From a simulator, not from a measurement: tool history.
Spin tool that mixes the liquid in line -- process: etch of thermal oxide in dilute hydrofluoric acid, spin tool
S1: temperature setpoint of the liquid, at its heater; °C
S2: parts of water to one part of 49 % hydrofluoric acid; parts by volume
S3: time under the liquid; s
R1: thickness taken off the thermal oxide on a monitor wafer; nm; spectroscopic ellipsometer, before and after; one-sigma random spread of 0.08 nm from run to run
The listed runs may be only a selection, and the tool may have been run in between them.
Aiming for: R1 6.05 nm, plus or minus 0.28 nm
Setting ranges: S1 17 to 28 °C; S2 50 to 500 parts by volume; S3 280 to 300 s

run    day    S1   S2   S3      R1
  1      0    20  275  280   3.582
  2  0.212    20  275  300  3.8685
  3  0.483  22.5  275  300  4.1979
  4  0.542  22.5  230  300  5.2442
  5  0.617  24.5  230  300  5.6213
  6  0.767  21.5  230  300  5.1103
  7  1.121    22  230  300  5.0387
  8  1.258  22.5  230  300  5.2023

Consider the 5 candidate settings below. Which is the only one whose results all fall within their allowed miss of target?
  A  1.396    22  200  300   ?
  B  1.396  23.5  230  300   ?
  C  1.396  23.5  275  280   ?
  D  1.396    20  220  300   ?
  E  1.396    21  175  300   ?

move      R1
   A  6.0346
   B  5.3793
   C  4.0131
   D  4.9847
   E  6.8108
A: in spec on every target
B: better than the last run, though not everything is in spec
C: moves away from the targets compared with the last run
D: moves away from the targets compared with the last run
E: takes the biggest miss from the last run beyond its target
Move A is the one to make.

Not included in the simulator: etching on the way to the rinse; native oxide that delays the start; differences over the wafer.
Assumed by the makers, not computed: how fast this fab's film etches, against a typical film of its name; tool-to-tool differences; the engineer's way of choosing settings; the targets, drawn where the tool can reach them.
